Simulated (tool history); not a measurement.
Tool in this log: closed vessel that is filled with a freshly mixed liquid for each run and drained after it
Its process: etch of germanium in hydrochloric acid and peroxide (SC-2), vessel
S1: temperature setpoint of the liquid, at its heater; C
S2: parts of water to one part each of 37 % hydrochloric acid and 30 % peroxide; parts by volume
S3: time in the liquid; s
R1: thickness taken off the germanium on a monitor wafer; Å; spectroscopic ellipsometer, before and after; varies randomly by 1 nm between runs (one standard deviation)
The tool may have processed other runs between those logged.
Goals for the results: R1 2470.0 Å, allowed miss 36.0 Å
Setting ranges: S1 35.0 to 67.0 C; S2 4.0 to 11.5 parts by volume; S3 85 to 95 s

Run 1, hour 0.0: S1 51.0 C, S2 6.5 parts by volume, S3 85 s. Result: R1 2020.7 Å.
Run 2, hour 1.2: S1 51.0 C, S2 8.5 parts by volume, S3 85 s. Result: R1 1979.6 Å.
Run 3, hour 5.6: S1 52.0 C, S2 8.5 parts by volume, S3 85 s. Result: R1 2051.3 Å.
Run 4, hour 13.4: S1 49.5 C, S2 8.5 parts by volume, S3 85 s. Result: R1 1889.3 Å.
Run 5, hour 17.6: S1 49.5 C, S2 10.5 parts by volume, S3 85 s. Result: R1 1840.5 Å.
Run 6, hour 24.6: S1 49.5 C, S2 9.5 parts by volume, S3 85 s. Result: R1 1862.8 Å.
Run 7, hour 25.6: S1 50.5 C, S2 9.5 parts by volume, S3 85 s. Result: R1 1945.7 Å.
Run 8, hour 32.7: S1 51.5 C, S2 9.5 parts by volume, S3 85 s. Result: R1 2007.7 Å.
Run 9, hour 37.3: S1 52.0 C, S2 9.5 parts by volume, S3 85 s. Result: R1 2033.9 Å.
Run 10, hour 45.4: S1 59.5 C, S2 9.5 parts by volume, S3 85 s. Result: R1 2568.2 Å.

Exercise: of the 5 proposed moves below, exactly one satisfies all targets within the stated allowed misses. Which move is it?
Run A, hour 53.5: S1 59.0 C, S2 7.5 parts by volume, S3 85 s. Result: R1 ?.
Run B, hour 53.5: S1 56.5 C, S2 9.5 parts by volume, S3 90 s. Result: R1 ?.
Run C, hour 53.5: S1 60.0 C, S2 9.0 parts by volume, S3 90 s. Result: R1 ?.
Run D, hour 53.5: S1 57.0 C, S2 8.0 parts by volume, S3 90 s. Result: R1 ?.
Run E, hour 53.5: S1 58.0 C, S2 9.0 parts by volume, S3 90 s. Result: R1 ?.

move      R1
   A  2559.3
   B  2464.3
   C  2749.8
   D  2539.3
   E  2591.1
A: an improvement on the last run, though not all results are within tolerance
B: meets every target
C: the biggest miss grows against the last run
D: an improvement on the last run, though not all results are within tolerance
E: the biggest miss grows against the last run
So the answer is move B, the one that meets all the targets.
